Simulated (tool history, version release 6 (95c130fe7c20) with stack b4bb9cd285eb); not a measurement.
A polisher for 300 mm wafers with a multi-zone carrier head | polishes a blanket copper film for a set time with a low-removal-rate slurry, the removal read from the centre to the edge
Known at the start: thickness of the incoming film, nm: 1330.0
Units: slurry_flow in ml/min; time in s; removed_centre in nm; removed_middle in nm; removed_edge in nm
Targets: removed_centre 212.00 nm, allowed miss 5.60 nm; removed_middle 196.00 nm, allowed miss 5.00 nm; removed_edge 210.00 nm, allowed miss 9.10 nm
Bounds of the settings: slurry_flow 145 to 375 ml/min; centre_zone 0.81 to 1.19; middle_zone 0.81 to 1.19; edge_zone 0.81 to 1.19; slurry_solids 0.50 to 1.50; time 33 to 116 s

run 1 hour=0.0 | slurry_flow=240 centre_zone=1.00 middle_zone=1.00 edge_zone=1.00 slurry_solids=1.00 time=74 | removed_centre=242.73 removed_middle=239.32 removed_edge=242.42
run 2 hour=5.5 | slurry_flow=240 centre_zone=1.00 middle_zone=1.00 edge_zone=1.00 slurry_solids=0.90 time=74 | removed_centre=237.58 removed_middle=237.93 removed_edge=240.96
run 3 hour=8.8 | slurry_flow=240 centre_zone=1.00 middle_zone=1.00 edge_zone=1.00 slurry_solids=0.90 time=57 | removed_centre=182.07 removed_middle=182.69 removed_edge=183.81
run 4 hour=12.9 | slurry_flow=240 centre_zone=1.00 middle_zone=1.00 edge_zone=0.94 slurry_solids=0.90 time=57 | removed_centre=183.87 removed_middle=180.73 removed_edge=176.84
run 5 hour=20.4 | slurry_flow=255 centre_zone=1.02 middle_zone=1.00 edge_zone=0.99 slurry_solids=0.95 time=57 | removed_centre=188.52 removed_middle=185.65 removed_edge=182.65
run 6 hour=24.8 | slurry_flow=290 centre_zone=1.02 middle_zone=1.00 edge_zone=0.99 slurry_solids=0.95 time=57 | removed_centre=192.93 removed_middle=186.10 removed_edge=182.89
run 7 hour=26.3 | slurry_flow=290 centre_zone=1.02 middle_zone=1.00 edge_zone=0.99 slurry_solids=0.95 time=57 | removed_centre=191.98 removed_middle=186.56 removed_edge=186.33
run 8 hour=28.1 | slurry_flow=295 centre_zone=1.04 middle_zone=1.00 edge_zone=1.03 slurry_solids=1.00 time=57 | removed_centre=198.27 removed_middle=185.05 removed_edge=193.14
run 9 hour=31.2 | slurry_flow=295 centre_zone=1.05 middle_zone=1.01 edge_zone=1.05 slurry_solids=1.05 time=57 | removed_centre=201.94 removed_middle=189.16 removed_edge=198.01

4 next moves are on the table. One of them brings every result within its allowed miss. Which?
run A hour=34.3 | slurry_flow=375 centre_zone=1.16 middle_zone=0.96 edge_zone=0.94 slurry_solids=1.05 time=57 | removed_centre=? removed_middle=? removed_edge=?
run B hour=34.3 | slurry_flow=325 centre_zone=1.11 middle_zone=1.00 edge_zone=0.99 slurry_solids=0.80 time=57 | removed_centre=? removed_middle=? removed_edge=?
run C hour=34.3 | slurry_flow=340 centre_zone=1.00 middle_zone=0.86 edge_zone=1.19 slurry_solids=0.85 time=64 | removed_centre=? removed_middle=? removed_edge=?
run D hour=34.3 | slurry_flow=210 centre_zone=1.07 middle_zone=1.00 edge_zone=1.15 slurry_solids=1.20 time=60 | removed_centre=? removed_middle=? removed_edge=?

move=A removed_centre=226.51 removed_middle=186.10 removed_edge=183.93
move=B removed_centre=206.81 removed_middle=184.05 removed_edge=180.54
move=C removed_centre=211.23 removed_middle=184.29 removed_edge=225.01
move=D removed_centre=211.10 removed_middle=195.83 removed_edge=209.19
A: takes the result that was furthest off past its target
B: brings the result that was furthest off to its target, and leaves another outside
C: brings the result that was furthest off to its target, and leaves another outside
D: meets every target
Answer: D
